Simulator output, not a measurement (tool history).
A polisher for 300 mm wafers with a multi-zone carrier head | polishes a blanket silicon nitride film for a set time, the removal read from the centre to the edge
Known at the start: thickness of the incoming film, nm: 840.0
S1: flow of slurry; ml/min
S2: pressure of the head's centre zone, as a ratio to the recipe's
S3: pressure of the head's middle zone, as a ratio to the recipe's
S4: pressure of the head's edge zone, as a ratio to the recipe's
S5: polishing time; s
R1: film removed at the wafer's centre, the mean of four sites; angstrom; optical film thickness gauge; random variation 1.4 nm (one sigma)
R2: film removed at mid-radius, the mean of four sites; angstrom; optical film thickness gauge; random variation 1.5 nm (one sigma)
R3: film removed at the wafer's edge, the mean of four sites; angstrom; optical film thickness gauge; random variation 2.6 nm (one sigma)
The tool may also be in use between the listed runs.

{"run": 1, "hour": 0.0, "S1": 255, "S2": 1, "S3": 1, "S4": 1, "S5": 88, "R1": 1323.9, "R2": 1351.8, "R3": 1347.7}
{"run": 2, "hour": 1.2, "S1": 255, "S2": 1.01, "S3": 1, "S4": 1.05, "S5": 95, "R1": 1440.2, "R2": 1466.5, "R3": 1464.9}
{"run": 3, "hour": 7.7, "S1": 255, "S2": 1.08, "S3": 1, "S4": 1.05, "S5": 95, "R1": 1563.1, "R2": 1461.6, "R3": 1442.7}
{"run": 4, "hour": 15.6, "S1": 255, "S2": 1.08, "S3": 1, "S4": 0.97, "S5": 95, "R1": 1541.8, "R2": 1463.2, "R3": 1468.5}
{"run": 5, "hour": 23.6, "S1": 255, "S2": 1.15, "S3": 1, "S4": 0.97, "S5": 95, "R1": 1675.6, "R2": 1458.4, "R3": 1417.1}
{"run": 6, "hour": 29.4, "S1": 255, "S2": 1.1, "S3": 0.97, "S4": 0.97, "S5": 102, "R1": 1699, "R2": 1544.4, "R3": 1539.3}
{"run": 7, "hour": 37.9, "S1": 255, "S2": 1.06, "S3": 0.93, "S4": 0.99, "S5": 108, "R1": 1714.7, "R2": 1557.3, "R3": 1614.5}
{"run": 8, "hour": 46.4, "S1": 255, "S2": 1.02, "S3": 0.92, "S4": 1.01, "S5": 113, "R1": 1732.8, "R2": 1638.7, "R3": 1727.2}

Forecast run 9:
{"run": 9, "hour": 46.9, "S1": 255, "S2": 1, "S3": 0.91, "S4": 1.03, "S5": 116, "R1": "?", "R2": "?", "R3": "?"}

R1: 1746.4 angstrom
R2: 1665.4 angstrom
R3: 1815.9 angstrom

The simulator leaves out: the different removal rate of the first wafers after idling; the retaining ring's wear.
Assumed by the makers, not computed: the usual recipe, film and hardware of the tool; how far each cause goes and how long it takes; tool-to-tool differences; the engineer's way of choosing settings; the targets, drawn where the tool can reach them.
